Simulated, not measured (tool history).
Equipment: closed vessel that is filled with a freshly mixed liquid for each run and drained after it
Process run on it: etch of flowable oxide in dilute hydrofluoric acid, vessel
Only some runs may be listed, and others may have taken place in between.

run  hour  temperature setpoint of the liquid (K)  parts of water to one part of 49 % hydrofluoric acid (parts by volume)  time in the liquid (s)  thickness taken off the flowable oxide on a monitor wafer (nm)
  1   0.0                                  296.15                                                                     125                     275                                                          90.622
  2   6.2                                  296.15                                                                      80                     275                                                         147.280
  3  14.7                                  296.65                                                                      80                     275                                                         149.640
  4  20.3                                  296.65                                                                     105                     275                                                         110.340
  5  29.1                                  298.15                                                                     100                     275                                                         123.580
  6  36.6                                  298.15                                                                      60                     275                                                         217.810

Forecast run 7:
  7  42.5                                  296.65                                                                      60                     275                                                               ?

{"run 7": {"thickness taken off the flowable oxide on a monitor wafer (nm)": 204.42}}

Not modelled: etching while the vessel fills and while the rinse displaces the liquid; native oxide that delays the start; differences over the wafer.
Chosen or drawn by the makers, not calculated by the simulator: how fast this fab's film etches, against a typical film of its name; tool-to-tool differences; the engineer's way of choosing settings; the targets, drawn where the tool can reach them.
